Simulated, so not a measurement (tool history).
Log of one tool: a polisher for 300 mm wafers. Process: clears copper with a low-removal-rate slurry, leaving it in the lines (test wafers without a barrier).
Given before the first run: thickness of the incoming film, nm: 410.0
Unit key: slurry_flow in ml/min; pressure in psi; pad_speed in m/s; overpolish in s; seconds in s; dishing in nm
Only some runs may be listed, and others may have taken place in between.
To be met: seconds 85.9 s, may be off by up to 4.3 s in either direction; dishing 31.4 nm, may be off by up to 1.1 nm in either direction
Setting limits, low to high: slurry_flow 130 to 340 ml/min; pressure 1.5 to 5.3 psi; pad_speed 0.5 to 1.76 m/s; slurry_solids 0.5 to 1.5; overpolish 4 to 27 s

Run 1, hour 0: slurry_flow 220 ml/min, pressure 3.4 psi, pad_speed 1.12 m/s, slurry_solids 1, overpolish 14 s. Result: seconds 97.62 s, dishing 40.74 nm.
Run 2, hour 1.1: slurry_flow 225 ml/min, pressure 3.5 psi, pad_speed 1.12 m/s, slurry_solids 1, overpolish 12 s. Result: seconds 95.683 s, dishing 37.383 nm.
Run 3, hour 8.8: slurry_flow 225 ml/min, pressure 3.6 psi, pad_speed 1.12 m/s, slurry_solids 1, overpolish 11 s. Result: seconds 90.119 s, dishing 35.011 nm.
Run 4, hour 11.4: slurry_flow 225 ml/min, pressure 3.6 psi, pad_speed 1.02 m/s, slurry_solids 1, overpolish 11 s. Result: seconds 99.621 s, dishing 33.498 nm.
Run 5, hour 13: slurry_flow 225 ml/min, pressure 3.7 psi, pad_speed 1.02 m/s, slurry_solids 1, overpolish 10 s. Result: seconds 97.146 s, dishing 31.459 nm.
Run 6, hour 20.9: slurry_flow 230 ml/min, pressure 3.8 psi, pad_speed 1.02 m/s, slurry_solids 1, overpolish 10 s. Result: seconds 95.992 s, dishing 32.321 nm.
Run 7, hour 24.1: slurry_flow 230 ml/min, pressure 3.9 psi, pad_speed 1.02 m/s, slurry_solids 1, overpolish 10 s. Result: seconds 91.363 s, dishing 31.652 nm.
Run 8, hour 32.8: slurry_flow 230 ml/min, pressure 4 psi, pad_speed 1.02 m/s, slurry_solids 1, overpolish 10 s. Result: seconds 91.296 s, dishing 32.802 nm.
Run 9, hour 39: slurry_flow 230 ml/min, pressure 4.1 psi, pad_speed 1.02 m/s, slurry_solids 1, overpolish 10 s. Result: seconds 90.934 s, dishing 32.926 nm.
Run 10, hour 45.2: slurry_flow 230 ml/min, pressure 4.2 psi, pad_speed 1.02 m/s, slurry_solids 1, overpolish 10 s. Result: seconds 88.204 s, dishing 33.558 nm.

Of the 5 settings listed for the next run, only one would bring every result within its allowed miss of target. Which one?
Run A, hour 51.4: slurry_flow 135 ml/min, pressure 4.8 psi, pad_speed 0.9 m/s, slurry_solids 0.9, overpolish 11 s. Result: seconds ?, dishing ?.
Run B, hour 51.4: slurry_flow 210 ml/min, pressure 4.4 psi, pad_speed 0.88 m/s, slurry_solids 1.15, overpolish 11 s. Result: seconds ?, dishing ?.
Run C, hour 51.4: slurry_flow 210 ml/min, pressure 4 psi, pad_speed 1.02 m/s, slurry_solids 0.95, overpolish 11 s. Result: seconds ?, dishing ?.
Run D, hour 51.4: slurry_flow 205 ml/min, pressure 3.9 psi, pad_speed 1.1 m/s, slurry_solids 1, overpolish 11 s. Result: seconds ?, dishing ?.
Run E, hour 51.4: slurry_flow 215 ml/min, pressure 4.1 psi, pad_speed 1.1 m/s, slurry_solids 1.1, overpolish 9 s. Result: seconds ?, dishing ?.

move  seconds  dishing
   A   95.393    34.12
   B   92.963   34.809
   C   94.021   34.386
   D   90.882   35.374
   E   86.183   31.189
A: the biggest miss grows against the last run
B: the biggest miss grows against the last run
C: the biggest miss grows against the last run
D: the biggest miss grows against the last run
E: in spec on every target
E meets every target.
